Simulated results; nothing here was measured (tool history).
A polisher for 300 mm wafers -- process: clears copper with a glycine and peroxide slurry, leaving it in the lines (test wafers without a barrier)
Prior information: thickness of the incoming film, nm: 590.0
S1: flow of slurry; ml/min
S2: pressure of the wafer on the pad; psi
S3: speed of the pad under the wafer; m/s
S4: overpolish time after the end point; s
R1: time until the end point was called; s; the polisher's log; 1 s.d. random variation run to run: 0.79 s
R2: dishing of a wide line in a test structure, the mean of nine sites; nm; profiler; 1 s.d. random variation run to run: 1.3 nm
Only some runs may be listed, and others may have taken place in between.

run	day	S1	S2	S3	S4	R1	R2
1	0.000	245	2.8	1.18	23	99.026	51.358
2	0.262	200	2.8	1.18	23	102.550	49.525
3	0.471	205	3.0	1.18	23	95.527	51.108
4	0.571	210	3.1	1.18	23	92.306	52.528
5	0.721	210	3.1	1.36	23	81.392	53.543
6	0.954	210	2.8	1.36	23	89.852	51.102
7	1.004	215	2.9	1.36	23	88.694	51.363
8	1.050	215	3.0	1.36	23	85.419	52.990
9	1.142	215	3.1	1.36	23	84.357	52.482
10	1.342	215	3.2	1.36	23	80.327	53.857

Run 11 has not been measured yet. What should we expect?
11	1.483	215	3.2	1.36	23	?	?

Run 11 measured R1 80.447 s, R2 53.326 nm.
